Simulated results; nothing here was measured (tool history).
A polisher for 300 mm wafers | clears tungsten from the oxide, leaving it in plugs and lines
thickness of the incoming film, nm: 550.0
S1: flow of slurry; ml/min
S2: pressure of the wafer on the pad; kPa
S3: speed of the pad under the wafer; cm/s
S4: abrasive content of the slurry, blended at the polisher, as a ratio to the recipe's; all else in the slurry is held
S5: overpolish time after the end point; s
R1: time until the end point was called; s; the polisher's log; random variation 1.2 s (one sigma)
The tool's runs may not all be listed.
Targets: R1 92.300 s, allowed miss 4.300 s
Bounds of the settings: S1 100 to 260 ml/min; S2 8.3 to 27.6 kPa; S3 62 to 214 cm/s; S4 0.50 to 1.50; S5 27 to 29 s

{"run": 1, "hour": 0.0, "S1": 165, "S2": 17.9, "S3": 138, "S4": 1.0, "S5": 27, "R1": 151.6}
{"run": 2, "hour": 2.3, "S1": 165, "S2": 20.7, "S3": 140, "S4": 1.0, "S5": 27, "R1": 130.5}
{"run": 3, "hour": 8.8, "S1": 165, "S2": 22.8, "S3": 142, "S4": 1.0, "S5": 27, "R1": 114.95}
{"run": 4, "hour": 9.6, "S1": 165, "S2": 22.8, "S3": 142, "S4": 1.0, "S5": 27, "R1": 114.93}
{"run": 5, "hour": 11.6, "S1": 165, "S2": 24.1, "S3": 142, "S4": 1.0, "S5": 27, "R1": 110.18}
{"run": 6, "hour": 17.0, "S1": 165, "S2": 24.1, "S3": 142, "S4": 1.0, "S5": 29, "R1": 110.21}
{"run": 7, "hour": 20.8, "S1": 165, "S2": 25.5, "S3": 142, "S4": 1.0, "S5": 29, "R1": 103.1}
{"run": 8, "hour": 25.5, "S1": 165, "S2": 26.2, "S3": 142, "S4": 1.0, "S5": 29, "R1": 101.19}
{"run": 9, "hour": 33.0, "S1": 165, "S2": 26.9, "S3": 144, "S4": 1.0, "S5": 29, "R1": 95.772}

4 next moves are on the table. One of them brings every result within its allowed miss. Which?
{"run": "A", "hour": 40.5, "S1": 155, "S2": 27.6, "S3": 142, "S4": 0.8, "S5": 29, "R1": "?"}
{"run": "B", "hour": 40.5, "S1": 160, "S2": 22.8, "S3": 168, "S4": 0.9, "S5": 28, "R1": "?"}
{"run": "C", "hour": 40.5, "S1": 195, "S2": 27.6, "S3": 142, "S4": 1.0, "S5": 29, "R1": "?"}
{"run": "D", "hour": 40.5, "S1": 200, "S2": 25.5, "S3": 140, "S4": 1.05, "S5": 28, "R1": "?"}

move=A R1=102.900
move=B R1=102.010
move=C R1=94.296
move=D R1=101.640
A: further off than the last run
B: further off than the last run
C: meets every target
D: further off than the last run
Answer: C

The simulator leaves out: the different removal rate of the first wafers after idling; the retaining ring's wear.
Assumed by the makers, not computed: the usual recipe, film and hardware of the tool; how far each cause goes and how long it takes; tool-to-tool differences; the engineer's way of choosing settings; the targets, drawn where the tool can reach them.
